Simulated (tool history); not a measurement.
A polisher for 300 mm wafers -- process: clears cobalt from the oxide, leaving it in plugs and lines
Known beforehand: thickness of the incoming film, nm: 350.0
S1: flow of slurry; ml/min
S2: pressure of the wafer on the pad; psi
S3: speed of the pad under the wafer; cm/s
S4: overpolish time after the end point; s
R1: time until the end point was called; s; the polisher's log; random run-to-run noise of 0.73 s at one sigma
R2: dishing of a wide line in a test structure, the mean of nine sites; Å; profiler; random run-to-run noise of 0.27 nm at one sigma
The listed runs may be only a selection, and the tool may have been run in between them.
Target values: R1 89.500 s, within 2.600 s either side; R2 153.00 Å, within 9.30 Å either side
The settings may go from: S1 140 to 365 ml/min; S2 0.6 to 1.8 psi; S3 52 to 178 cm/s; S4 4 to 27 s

run,hour,S1,S2,S3,S4,R1,R2
1,0.0,235,1.2,114,14,97.018,324.22
2,8.8,235,1.2,114,12,96.519,294.26
3,14.6,235,1.5,114,12,76.537,336.01
4,20.9,235,1.5,110,10,80.813,288.62
5,28.1,255,1.5,110,10,80.033,293.13
6,31.8,255,1.5,110,8,79.685,246.25
7,35.0,275,1.5,110,7,79.295,215.04
8,39.8,340,1.3,110,4,89.136,125.66
9,48.1,330,1.3,110,4,88.199,126.48
10,52.2,320,1.3,110,4,89.255,125.82
11,58.6,315,1.3,110,9,88.892,238.60
12,66.1,300,1.3,112,8,88.814,230.98
13,71.1,285,1.3,112,8,89.080,233.30
14,77.2,295,1.3,110,7,89.587,203.47
15,83.3,300,1.3,110,6,89.110,178.87
16,84.8,325,1.3,110,4,88.442,128.46
17,86.9,320,1.3,110,4,88.877,124.57

Pick the move, out of 4, that brings all results within their allowed miss; only one does.
A,89.0,365,1.2,120,6,?,?
B,89.0,210,1.6,98,4,?,?
C,89.0,325,1.2,116,6,?,?
D,89.0,315,1.4,102,5,?,?

move,R1,R2
A,87.763,179.07
B,85.319,129.45
C,91.466,173.00
D,89.676,150.63
A: the result that was furthest off in the last run now lies on the other side of its target
B: moves toward the targets from the last run without getting all of them in spec
C: the result that was furthest off in the last run now lies on the other side of its target
D: all results land within tolerance of their targets
The right move is D.
